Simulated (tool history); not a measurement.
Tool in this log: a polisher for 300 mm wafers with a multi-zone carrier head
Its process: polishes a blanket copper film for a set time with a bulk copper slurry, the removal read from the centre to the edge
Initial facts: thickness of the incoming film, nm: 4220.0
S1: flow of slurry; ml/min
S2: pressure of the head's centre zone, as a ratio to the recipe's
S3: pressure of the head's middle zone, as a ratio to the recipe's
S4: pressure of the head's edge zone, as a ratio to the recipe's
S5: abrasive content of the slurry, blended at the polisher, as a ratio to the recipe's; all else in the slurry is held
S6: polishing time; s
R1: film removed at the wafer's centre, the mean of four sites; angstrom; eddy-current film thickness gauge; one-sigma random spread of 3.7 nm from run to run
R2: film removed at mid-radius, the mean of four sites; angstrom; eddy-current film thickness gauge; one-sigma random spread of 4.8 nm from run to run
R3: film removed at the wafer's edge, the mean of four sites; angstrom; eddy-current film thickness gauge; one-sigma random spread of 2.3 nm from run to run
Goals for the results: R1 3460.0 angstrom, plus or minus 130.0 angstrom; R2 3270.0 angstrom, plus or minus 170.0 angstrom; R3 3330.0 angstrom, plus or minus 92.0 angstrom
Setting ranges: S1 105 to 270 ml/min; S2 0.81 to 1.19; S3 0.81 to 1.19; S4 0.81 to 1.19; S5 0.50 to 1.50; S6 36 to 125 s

{"run": 1, "hour": 0.0, "S1": 175, "S2": 1.0, "S3": 1.0, "S4": 1.0, "S5": 1.0, "S6": 80, "R1": 6335.3, "R2": 6071.4, "R3": 6474.4}
{"run": 2, "hour": 7.2, "S1": 175, "S2": 1.04, "S3": 1.0, "S4": 1.0, "S5": 1.0, "S6": 80, "R1": 6547.1, "R2": 6396.6, "R3": 6536.6}
{"run": 3, "hour": 13.8, "S1": 170, "S2": 1.03, "S3": 0.99, "S4": 0.97, "S5": 0.9, "S6": 72, "R1": 5704.0, "R2": 5529.1, "R3": 5598.6}
{"run": 4, "hour": 22.5, "S1": 165, "S2": 1.02, "S3": 0.97, "S4": 0.94, "S5": 0.8, "S6": 66, "R1": 4965.0, "R2": 4867.2, "R3": 4888.5}
{"run": 5, "hour": 26.0, "S1": 165, "S2": 1.02, "S3": 1.02, "S4": 0.94, "S5": 0.8, "S6": 66, "R1": 5082.3, "R2": 4916.9, "R3": 4836.2}
{"run": 6, "hour": 29.8, "S1": 165, "S2": 1.02, "S3": 1.02, "S4": 0.94, "S5": 0.6, "S6": 66, "R1": 4771.9, "R2": 4644.2, "R3": 4626.3}
{"run": 7, "hour": 31.8, "S1": 160, "S2": 1.02, "S3": 0.99, "S4": 0.92, "S5": 0.6, "S6": 62, "R1": 4399.5, "R2": 4292.2, "R3": 4259.9}
{"run": 8, "hour": 35.5, "S1": 155, "S2": 1.02, "S3": 0.96, "S4": 0.9, "S5": 0.6, "S6": 60, "R1": 4168.2, "R2": 4085.8, "R3": 4072.3}
{"run": 9, "hour": 39.3, "S1": 150, "S2": 1.03, "S3": 0.94, "S4": 0.89, "S5": 0.6, "S6": 58, "R1": 4082.5, "R2": 3901.4, "R3": 3893.2}
{"run": 10, "hour": 40.4, "S1": 145, "S2": 1.03, "S3": 0.92, "S4": 0.88, "S5": 0.6, "S6": 57, "R1": 3990.1, "R2": 3778.7, "R3": 3793.4}
{"hour": 47.2, "done": "slurry nozzle cleaned"}
{"run": 11, "hour": 47.2, "S1": 140, "S2": 1.03, "S3": 0.9, "S4": 0.87, "S5": 0.6, "S6": 56, "R1": 4238.1, "R2": 3840.3, "R3": 3903.7}
{"run": 12, "hour": 54.9, "S1": 140, "S2": 1.06, "S3": 0.96, "S4": 0.97, "S5": 0.5, "S6": 44, "R1": 3278.1, "R2": 2962.3, "R3": 3097.5}
{"run": 13, "hour": 56.8, "S1": 150, "S2": 1.06, "S3": 0.97, "S4": 0.97, "S5": 0.5, "S6": 44, "R1": 3357.0, "R2": 3067.6, "R3": 3155.4}

Which single option among these 4 for the next run brings every result within its allowed miss of target? Just one does.
{"run": "A", "hour": 58.7, "S1": 150, "S2": 1.05, "S3": 1.0, "S4": 0.99, "S5": 0.5, "S6": 46, "R1": "?", "R2": "?", "R3": "?"}
{"run": "B", "hour": 58.7, "S1": 230, "S2": 0.98, "S3": 1.19, "S4": 0.81, "S5": 0.75, "S6": 42, "R1": "?", "R2": "?", "R3": "?"}
{"run": "C", "hour": 58.7, "S1": 160, "S2": 0.95, "S3": 1.1, "S4": 0.82, "S5": 0.55, "S6": 49, "R1": "?", "R2": "?", "R3": "?"}
{"run": "D", "hour": 58.7, "S1": 155, "S2": 1.04, "S3": 0.98, "S4": 0.82, "S5": 0.55, "S6": 46, "R1": "?", "R2": "?", "R3": "?"}

move=A R1=3399.0 R2=3288.6 R3=3276.1
move=B R1=3389.2 R2=3832.9 R3=3113.3
move=C R1=3382.9 R2=3804.1 R3=3289.5
move=D R1=3457.2 R2=3341.3 R3=3079.6
A: all results land within tolerance of their targets
B: misses by more than the last run did
C: meets the target for the result that was furthest off, but another lies outside its allowed miss
D: misses by more than the last run did
A is the move that brings every result within its allowed miss.
